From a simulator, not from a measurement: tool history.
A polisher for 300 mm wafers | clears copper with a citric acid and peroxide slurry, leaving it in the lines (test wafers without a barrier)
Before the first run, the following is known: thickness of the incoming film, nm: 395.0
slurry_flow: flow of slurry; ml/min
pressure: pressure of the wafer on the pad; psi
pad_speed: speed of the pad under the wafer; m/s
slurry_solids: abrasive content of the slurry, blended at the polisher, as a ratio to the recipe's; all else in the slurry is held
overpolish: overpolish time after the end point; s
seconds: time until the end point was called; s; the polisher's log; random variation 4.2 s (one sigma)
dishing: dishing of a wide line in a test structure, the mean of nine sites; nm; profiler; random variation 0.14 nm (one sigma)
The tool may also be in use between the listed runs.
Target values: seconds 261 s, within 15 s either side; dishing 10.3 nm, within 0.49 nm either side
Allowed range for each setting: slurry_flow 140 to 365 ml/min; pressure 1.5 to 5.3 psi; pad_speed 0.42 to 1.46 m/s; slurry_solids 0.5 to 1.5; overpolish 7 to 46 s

run    day  slurry_flow  pressure  pad_speed  slurry_solids  overpolish  seconds  dishing
  1      0          235       3.4       0.94              1          24   152.12   35.108
  2  0.175          235         3       0.86              1          19   181.91   23.694
  3  0.338          235         3       0.86              1          10   185.73    13.41
  4  0.421          235       2.5       0.86              1          10   214.42   10.951
  5  0.638          190       2.5       0.86              1          10   230.35   10.655
  6  0.688          240       2.5       0.86              1          10   216.12   11.401
  7    0.8          225       2.4       0.86              1          11    228.6   11.728
  8  0.967          215       1.9       0.86              1          10   290.24   8.5087
  9  1.338          230       1.9       0.86              1          10   282.77   8.5015

Exactly one of the 5 candidate moves below puts every result within its allowed miss. Which one?
  A  1.708          185       1.6       1.08           1.35          11        ?        ?
  B  1.708          240       1.8       0.86           0.65          13        ?        ?
  C  1.708          210       2.1       0.84            1.1          13        ?        ?
  D  1.708          165       2.1       0.74            1.2          13        ?        ?
  E  1.708          260       2.5        0.7              1          12        ?        ?

move  seconds  dishing
   A   265.94   10.193
   B   322.16   9.9923
   C   266.18   12.007
   D   306.42   10.518
   E   265.91   11.195
A: all results land within tolerance of their targets
B: corrects the largest miss of the last run, while another result sits out of spec
C: the result that was furthest off in the last run now lies on the other side of its target
D: corrects the largest miss of the last run, while another result sits out of spec
E: the result that was furthest off in the last run now lies on the other side of its target
The right move is A.
